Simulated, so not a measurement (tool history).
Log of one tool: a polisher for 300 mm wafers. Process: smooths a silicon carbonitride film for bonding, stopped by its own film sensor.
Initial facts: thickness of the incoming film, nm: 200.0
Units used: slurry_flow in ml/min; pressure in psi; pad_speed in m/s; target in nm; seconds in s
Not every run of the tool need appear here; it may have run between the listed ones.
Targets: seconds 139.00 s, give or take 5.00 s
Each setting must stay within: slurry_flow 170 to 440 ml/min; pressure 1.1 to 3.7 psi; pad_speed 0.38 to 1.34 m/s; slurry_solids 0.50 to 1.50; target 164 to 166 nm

{"run": 1, "hour": 0.0, "slurry_flow": 280, "pressure": 2.4, "pad_speed": 0.86, "slurry_solids": 1.0, "target": 166, "seconds": 116.23}
{"run": 2, "hour": 7.8, "slurry_flow": 280, "pressure": 2.4, "pad_speed": 0.76, "slurry_solids": 1.0, "target": 166, "seconds": 125.98}
{"run": 3, "hour": 16.8, "slurry_flow": 280, "pressure": 2.3, "pad_speed": 0.76, "slurry_solids": 1.0, "target": 166, "seconds": 129.53}
{"run": 4, "hour": 17.6, "slurry_flow": 280, "pressure": 2.3, "pad_speed": 0.9, "slurry_solids": 1.0, "target": 166, "seconds": 114.08}
{"run": 5, "hour": 19.3, "slurry_flow": 280, "pressure": 2.2, "pad_speed": 0.9, "slurry_solids": 1.0, "target": 166, "seconds": 120.93}
{"run": 6, "hour": 20.3, "slurry_flow": 280, "pressure": 2.2, "pad_speed": 0.9, "slurry_solids": 1.15, "target": 166, "seconds": 113.46}
{"hour": 21.4, "done": "head pressure recalibrated"}
{"run": 7, "hour": 21.4, "slurry_flow": 280, "pressure": 2.1, "pad_speed": 0.9, "slurry_solids": 1.15, "target": 166, "seconds": 112.65}
{"run": 8, "hour": 29.1, "slurry_flow": 280, "pressure": 1.5, "pad_speed": 0.88, "slurry_solids": 1.15, "target": 166, "seconds": 150.71}

Which one of the following 5 next-run settings gets every result inside its allowed miss? There is exactly one.
{"run": "A", "hour": 36.8, "slurry_flow": 315, "pressure": 1.4, "pad_speed": 1.06, "slurry_solids": 1.1, "target": 166, "seconds": "?"}
{"run": "B", "hour": 36.8, "slurry_flow": 280, "pressure": 1.5, "pad_speed": 0.74, "slurry_solids": 1.15, "target": 165, "seconds": "?"}
{"run": "C", "hour": 36.8, "slurry_flow": 275, "pressure": 1.6, "pad_speed": 0.86, "slurry_solids": 1.15, "target": 164, "seconds": "?"}
{"run": "D", "hour": 36.8, "slurry_flow": 375, "pressure": 1.4, "pad_speed": 0.76, "slurry_solids": 1.2, "target": 166, "seconds": "?"}
{"run": "E", "hour": 36.8, "slurry_flow": 305, "pressure": 1.3, "pad_speed": 0.88, "slurry_solids": 1.05, "target": 166, "seconds": "?"}

move=A seconds=139.45
move=B seconds=172.72
move=C seconds=153.11
move=D seconds=168.21
move=E seconds=170.34
A: hits every target within its allowed miss
B: further off than the last run
C: further off than the last run
D: further off than the last run
E: further off than the last run
The right move is A.
